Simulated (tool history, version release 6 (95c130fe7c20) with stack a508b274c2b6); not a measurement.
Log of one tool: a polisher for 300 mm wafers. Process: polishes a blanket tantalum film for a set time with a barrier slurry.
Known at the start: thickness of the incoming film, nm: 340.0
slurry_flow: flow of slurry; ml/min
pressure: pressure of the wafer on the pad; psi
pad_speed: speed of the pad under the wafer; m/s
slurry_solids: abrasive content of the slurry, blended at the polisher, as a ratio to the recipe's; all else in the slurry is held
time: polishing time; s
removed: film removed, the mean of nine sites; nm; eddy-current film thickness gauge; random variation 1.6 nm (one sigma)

{"run": 1, "hour": 0.0, "slurry_flow": 180, "pressure": 2.2, "pad_speed": 0.9, "slurry_solids": 1.0, "time": 105, "removed": 184.82}
{"run": 2, "hour": 8.7, "slurry_flow": 180, "pressure": 2.0, "pad_speed": 0.9, "slurry_solids": 1.0, "time": 105, "removed": 170.13}
{"run": 3, "hour": 17.3, "slurry_flow": 180, "pressure": 1.9, "pad_speed": 0.9, "slurry_solids": 1.0, "time": 105, "removed": 171.25}
{"run": 4, "hour": 22.0, "slurry_flow": 180, "pressure": 2.2, "pad_speed": 0.9, "slurry_solids": 1.0, "time": 105, "removed": 182.41}
{"run": 5, "hour": 24.7, "slurry_flow": 180, "pressure": 2.2, "pad_speed": 0.9, "slurry_solids": 1.0, "time": 105, "removed": 179.85}
{"run": 6, "hour": 25.6, "slurry_flow": 180, "pressure": 2.0, "pad_speed": 0.88, "slurry_solids": 1.0, "time": 105, "removed": 167.98}

The next listed run, before its measurement:
{"run": 7, "hour": 27.8, "slurry_flow": 180, "pressure": 1.8, "pad_speed": 0.88, "slurry_solids": 1.0, "time": 105, "removed": "?"}

Run 7 gave removed 156.79 nm.
